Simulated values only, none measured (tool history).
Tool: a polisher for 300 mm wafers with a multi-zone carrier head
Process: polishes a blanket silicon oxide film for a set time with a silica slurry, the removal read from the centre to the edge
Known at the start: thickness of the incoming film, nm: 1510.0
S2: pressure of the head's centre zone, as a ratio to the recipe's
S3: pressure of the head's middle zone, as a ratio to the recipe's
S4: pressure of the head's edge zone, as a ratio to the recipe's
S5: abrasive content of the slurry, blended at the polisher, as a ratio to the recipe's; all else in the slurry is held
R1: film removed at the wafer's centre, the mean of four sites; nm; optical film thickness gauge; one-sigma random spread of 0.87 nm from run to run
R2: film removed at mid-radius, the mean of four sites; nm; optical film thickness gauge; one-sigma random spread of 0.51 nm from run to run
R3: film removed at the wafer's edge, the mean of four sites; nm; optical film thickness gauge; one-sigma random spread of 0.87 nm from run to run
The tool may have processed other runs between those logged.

run 1 hour=0 | flow_of_slurry_(ml/min)=230 S2=1 S3=1 S4=1 S5=1 polishing_time_(s)=54 | R1=129.75 R2=133.13 R3=128.94
run 2 hour=4.3 | flow_of_slurry_(ml/min)=230 S2=0.99 S3=0.99 S4=0.97 S5=0.9 polishing_time_(s)=52 | R1=120.34 R2=118.82 R3=116.65
run 3 hour=13.1 | flow_of_slurry_(ml/min)=230 S2=0.99 S3=0.99 S4=0.97 S5=0.9 polishing_time_(s)=63 | R1=144.15 R2=143.64 R3=142.29
run 4 hour=17.8 | flow_of_slurry_(ml/min)=230 S2=0.99 S3=0.99 S4=0.97 S5=1.05 polishing_time_(s)=63 | R1=155.72 R2=156.62 R3=151.83
run 5 hour=18.3 | flow_of_slurry_(ml/min)=230 S2=0.99 S3=1.04 S4=0.97 S5=1.05 polishing_time_(s)=63 | R1=155.36 R2=162.43 R3=158.02
run 6 hour=22.2 | flow_of_slurry_(ml/min)=230 S2=0.99 S3=1.04 S4=0.97 S5=1.05 polishing_time_(s)=75 | R1=186.03 R2=192.96 R3=182.32
run 7 hour=31.1 | flow_of_slurry_(ml/min)=230 S2=0.98 S3=1.04 S4=0.95 S5=0.95 polishing_time_(s)=68 | R1=157.38 R2=166.57 R3=158.99
run 8 hour=33.7 | flow_of_slurry_(ml/min)=235 S2=0.98 S3=1.04 S4=0.93 S5=0.85 polishing_time_(s)=63 | R1=139.24 R2=144.67 R3=134.35
run 9 hour=36 | flow_of_slurry_(ml/min)=235 S2=0.96 S3=1.03 S4=0.92 S5=0.8 polishing_time_(s)=60 | R1=124.2 R2=131.61 R3=124.97
run 10 hour=37.2 | flow_of_slurry_(ml/min)=240 S2=0.95 S3=1.03 S4=0.91 S5=0.75 polishing_time_(s)=57 | R1=115.25 R2=121.39 R3=114.17
run 11 hour=40.5 | flow_of_slurry_(ml/min)=240 S2=0.94 S3=1.02 S4=0.9 S5=0.7 polishing_time_(s)=55 | R1=102.98 R2=109.18 R3=102.65

Predict the results of run 12:
run 12 hour=46.8 | flow_of_slurry_(ml/min)=255 S2=0.93 S3=1.01 S4=0.88 S5=0.65 polishing_time_(s)=54 | R1=? R2=? R3=?

Run 12 yielded R1 95.939 nm, R2 102.47 nm, R3 94.617 nm.
